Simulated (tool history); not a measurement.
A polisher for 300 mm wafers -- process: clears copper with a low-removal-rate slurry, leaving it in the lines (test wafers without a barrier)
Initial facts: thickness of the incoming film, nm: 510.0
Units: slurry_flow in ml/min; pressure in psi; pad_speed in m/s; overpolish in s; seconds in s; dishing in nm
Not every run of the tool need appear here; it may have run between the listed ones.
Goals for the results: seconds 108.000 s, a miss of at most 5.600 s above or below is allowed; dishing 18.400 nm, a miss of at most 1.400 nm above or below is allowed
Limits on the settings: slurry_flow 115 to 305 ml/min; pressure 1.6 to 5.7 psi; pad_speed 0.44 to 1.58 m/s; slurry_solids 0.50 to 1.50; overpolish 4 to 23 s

Run 1, hour 0.0: slurry_flow 195 ml/min, pressure 3.6 psi, pad_speed 1.00 m/s, slurry_solids 1.00, overpolish 12 s. Result: seconds 114.020 s, dishing 37.941 nm.
Run 2, hour 7.1: slurry_flow 195 ml/min, pressure 3.5 psi, pad_speed 1.02 m/s, slurry_solids 1.00, overpolish 10 s. Result: seconds 114.610 s, dishing 34.238 nm.
Run 3, hour 8.6: slurry_flow 195 ml/min, pressure 3.5 psi, pad_speed 1.02 m/s, slurry_solids 0.90, overpolish 10 s. Result: seconds 116.990 s, dishing 33.035 nm.
Run 4, hour 12.6: slurry_flow 205 ml/min, pressure 3.7 psi, pad_speed 0.98 m/s, slurry_solids 0.80, overpolish 8 s. Result: seconds 115.950 s, dishing 26.034 nm.
Run 5, hour 21.3: slurry_flow 205 ml/min, pressure 3.8 psi, pad_speed 0.96 m/s, slurry_solids 0.75, overpolish 7 s. Result: seconds 114.120 s, dishing 23.015 nm.
Run 6, hour 22.5: slurry_flow 205 ml/min, pressure 3.5 psi, pad_speed 0.96 m/s, slurry_solids 0.75, overpolish 7 s. Result: seconds 127.340 s, dishing 20.886 nm.
Run 7, hour 29.6: slurry_flow 205 ml/min, pressure 3.7 psi, pad_speed 0.96 m/s, slurry_solids 0.70, overpolish 6 s. Result: seconds 124.940 s, dishing 19.032 nm.
Run 8, hour 30.6: slurry_flow 215 ml/min, pressure 3.8 psi, pad_speed 0.96 m/s, slurry_solids 0.70, overpolish 6 s. Result: seconds 118.570 s, dishing 19.685 nm.
Run 9, hour 31.2: slurry_flow 240 ml/min, pressure 4.1 psi, pad_speed 0.96 m/s, slurry_solids 0.70, overpolish 4 s. Result: seconds 107.570 s, dishing 14.444 nm.
Run 10, hour 37.9: slurry_flow 230 ml/min, pressure 4.1 psi, pad_speed 0.96 m/s, slurry_solids 0.70, overpolish 4 s. Result: seconds 112.390 s, dishing 14.348 nm.
Run 11, hour 43.8: slurry_flow 215 ml/min, pressure 4.1 psi, pad_speed 0.96 m/s, slurry_solids 0.70, overpolish 4 s. Result: seconds 113.000 s, dishing 14.073 nm.
Run 12, hour 48.7: slurry_flow 215 ml/min, pressure 4.0 psi, pad_speed 0.98 m/s, slurry_solids 0.70, overpolish 4 s. Result: seconds 112.070 s, dishing 14.199 nm.
Run 13, hour 50.8: slurry_flow 215 ml/min, pressure 4.2 psi, pad_speed 0.98 m/s, slurry_solids 0.70, overpolish 8 s. Result: seconds 105.730 s, dishing 28.319 nm.
Run 14, hour 53.1: slurry_flow 225 ml/min, pressure 4.1 psi, pad_speed 0.98 m/s, slurry_solids 0.80, overpolish 8 s. Result: seconds 106.650 s, dishing 28.545 nm.
Run 15, hour 55.3: slurry_flow 225 ml/min, pressure 4.1 psi, pad_speed 0.98 m/s, slurry_solids 0.85, overpolish 7 s. Result: seconds 105.410 s, dishing 25.244 nm.
Run 16, hour 64.3: slurry_flow 225 ml/min, pressure 4.1 psi, pad_speed 0.98 m/s, slurry_solids 0.85, overpolish 7 s. Result: seconds 102.150 s, dishing 24.892 nm.
Run 17, hour 66.3: slurry_flow 225 ml/min, pressure 4.0 psi, pad_speed 0.98 m/s, slurry_solids 0.85, overpolish 6 s. Result: seconds 110.120 s, dishing 22.106 nm.
Run 18, hour 70.9: slurry_flow 225 ml/min, pressure 4.0 psi, pad_speed 0.98 m/s, slurry_solids 0.80, overpolish 6 s. Result: seconds 110.140 s, dishing 22.024 nm.
Run 19, hour 79.2: slurry_flow 215 ml/min, pressure 4.1 psi, pad_speed 0.98 m/s, slurry_solids 0.80, overpolish 6 s. Result: seconds 109.250 s, dishing 21.593 nm.
Run 20, hour 88.0: slurry_flow 190 ml/min, pressure 4.3 psi, pad_speed 0.98 m/s, slurry_solids 0.80, overpolish 4 s. Result: seconds 107.420 s, dishing 15.441 nm.
Run 21, hour 92.8: slurry_flow 195 ml/min, pressure 4.3 psi, pad_speed 0.98 m/s, slurry_solids 0.80, overpolish 4 s. Result: seconds 103.480 s, dishing 15.608 nm.
Run 22, hour 94.3: slurry_flow 195 ml/min, pressure 4.2 psi, pad_speed 0.98 m/s, slurry_solids 0.80, overpolish 4 s. Result: seconds 105.290 s, dishing 14.669 nm.
Run 23, hour 103.0: slurry_flow 205 ml/min, pressure 4.2 psi, pad_speed 0.98 m/s, slurry_solids 0.80, overpolish 4 s. Result: seconds 102.980 s, dishing 15.348 nm.
Run 24, hour 107.1: slurry_flow 210 ml/min, pressure 4.2 psi, pad_speed 0.98 m/s, slurry_solids 0.80, overpolish 4 s. Result: seconds 103.740 s, dishing 15.127 nm.

4 next moves are on the table. One of them brings every result within its allowed miss. Which?
Run A, hour 111.2: slurry_flow 185 ml/min, pressure 4.6 psi, pad_speed 1.00 m/s, slurry_solids 0.85, overpolish 5 s. Result: seconds ?, dishing ?.
Run B, hour 111.2: slurry_flow 240 ml/min, pressure 4.7 psi, pad_speed 0.84 m/s, slurry_solids 0.90, overpolish 4 s. Result: seconds ?, dishing ?.
Run C, hour 111.2: slurry_flow 150 ml/min, pressure 4.6 psi, pad_speed 0.94 m/s, slurry_solids 0.65, overpolish 5 s. Result: seconds ?, dishing ?.
Run D, hour 111.2: slurry_flow 195 ml/min, pressure 3.9 psi, pad_speed 1.20 m/s, slurry_solids 0.75, overpolish 5 s. Result: seconds ?, dishing ?.

move  seconds  dishing
   A   94.464   20.001
   B  105.790   14.557
   C  107.360   17.736
   D   93.300   20.185
A: moves the result that the last run missed by most past its target, out the other side
B: misses by more than the last run did
C: all results in spec
D: moves the result that the last run missed by most past its target, out the other side
Move C is the one to make.

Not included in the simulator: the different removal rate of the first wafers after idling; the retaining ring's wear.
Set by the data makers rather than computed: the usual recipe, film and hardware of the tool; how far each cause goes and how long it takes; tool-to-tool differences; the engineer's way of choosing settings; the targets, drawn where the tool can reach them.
